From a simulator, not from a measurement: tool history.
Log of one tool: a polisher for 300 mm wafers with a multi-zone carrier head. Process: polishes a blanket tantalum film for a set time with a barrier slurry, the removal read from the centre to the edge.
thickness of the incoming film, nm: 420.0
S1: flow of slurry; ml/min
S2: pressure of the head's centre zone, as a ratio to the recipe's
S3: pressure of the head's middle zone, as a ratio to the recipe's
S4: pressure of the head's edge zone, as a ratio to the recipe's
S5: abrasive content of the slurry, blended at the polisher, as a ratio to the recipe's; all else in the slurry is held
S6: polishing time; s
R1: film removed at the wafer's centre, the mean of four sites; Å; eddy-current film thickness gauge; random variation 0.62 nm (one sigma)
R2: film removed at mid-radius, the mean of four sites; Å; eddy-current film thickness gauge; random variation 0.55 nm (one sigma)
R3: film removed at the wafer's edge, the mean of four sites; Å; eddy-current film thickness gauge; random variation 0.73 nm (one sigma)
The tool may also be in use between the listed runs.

run,hour,S1,S2,S3,S4,S5,S6,R1,R2,R3
1,0.0,170,1.00,1.00,1.00,1.00,81,1317.50,1363.50,1403.70
2,1.0,170,1.00,1.00,1.00,1.00,62,1016.90,1020.20,1026.40
3,3.4,170,1.00,1.00,1.00,0.90,62,980.60,1006.00,1025.10
4,10.3,170,1.00,1.00,1.00,0.90,74,1187.00,1224.30,1232.60
5,15.6,170,1.00,1.06,1.00,0.90,74,1191.60,1254.90,1242.60
6,16.6,170,1.07,1.06,1.00,0.90,74,1266.70,1247.90,1261.80
7,23.9,180,1.05,1.05,0.96,0.80,67,1101.20,1106.10,1072.90
8,25.6,190,1.04,1.03,0.93,0.75,62,996.22,981.44,964.46
9,27.5,195,1.04,1.05,0.91,0.70,58,909.37,930.34,891.18

The next listed run, before its measurement:
10,29.0,175,1.14,1.12,0.81,0.50,36,?,?,?

Run 10 gave R1 567.47 Å, R2 543.47 Å, R3 469.53 Å.

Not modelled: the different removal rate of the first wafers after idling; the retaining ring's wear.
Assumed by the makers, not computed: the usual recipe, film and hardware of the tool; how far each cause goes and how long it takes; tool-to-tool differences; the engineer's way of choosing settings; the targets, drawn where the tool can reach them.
